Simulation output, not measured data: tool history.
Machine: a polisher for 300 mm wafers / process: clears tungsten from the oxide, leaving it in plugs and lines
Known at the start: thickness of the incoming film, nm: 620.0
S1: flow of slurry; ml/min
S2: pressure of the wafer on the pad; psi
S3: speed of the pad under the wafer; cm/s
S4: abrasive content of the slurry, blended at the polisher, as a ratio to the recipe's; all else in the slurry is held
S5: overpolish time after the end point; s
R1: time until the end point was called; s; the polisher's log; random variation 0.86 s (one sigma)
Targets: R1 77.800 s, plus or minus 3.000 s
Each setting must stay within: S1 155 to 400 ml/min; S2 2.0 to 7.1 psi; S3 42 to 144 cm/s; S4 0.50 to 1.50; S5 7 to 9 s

| run | hour | S1 | S2 | S3 | S4 | S5 | R1 |
|---|---|---|---|---|---|---|---|
| 1 | 0.0 | 255 | 4.5 | 92 | 1.00 | 9 | 118.520 |
| 2 | 2.2 | 255 | 4.0 | 92 | 1.00 | 9 | 134.120 |
| 3 | 7.6 | 255 | 4.3 | 92 | 1.00 | 9 | 124.150 |
| 4 | 8.3 | 255 | 4.5 | 92 | 1.00 | 9 | 119.780 |
| 5 | 14.4 | 255 | 5.5 | 92 | 1.00 | 9 | 98.299 |
| 6 | 19.5 | 255 | 5.5 | 110 | 1.00 | 9 | 86.947 |
| 7 | 23.7 | 255 | 5.6 | 110 | 1.00 | 9 | 84.678 |
| 8 | 30.9 | 255 | 5.7 | 110 | 1.00 | 9 | 84.813 |
| 9 | 37.6 | 255 | 5.8 | 110 | 1.00 | 9 | 84.829 |
| 10 | 40.6 | 255 | 5.9 | 110 | 1.00 | 9 | 82.389 |

Pick the move, out of 5, that brings all results within their allowed miss; only one does.
| A | 43.6 | 250 | 5.4 | 112 | 1.00 | 7 | ? |
| B | 43.6 | 220 | 5.3 | 118 | 0.95 | 9 | ? |
| C | 43.6 | 230 | 5.9 | 104 | 0.95 | 7 | ? |
| D | 43.6 | 290 | 6.5 | 106 | 0.90 | 9 | ? |
| E | 43.6 | 235 | 5.6 | 112 | 1.05 | 9 | ? |

| move | R1 |
|---|---|
| A | 88.665 |
| B | 88.836 |
| C | 88.578 |
| D | 79.024 |
| E | 85.492 |
A: its largest miss is bigger than the last run's
B: its largest miss is bigger than the last run's
C: its largest miss is bigger than the last run's
D: every result lands within tolerance
E: its largest miss is bigger than the last run's
D meets every target.

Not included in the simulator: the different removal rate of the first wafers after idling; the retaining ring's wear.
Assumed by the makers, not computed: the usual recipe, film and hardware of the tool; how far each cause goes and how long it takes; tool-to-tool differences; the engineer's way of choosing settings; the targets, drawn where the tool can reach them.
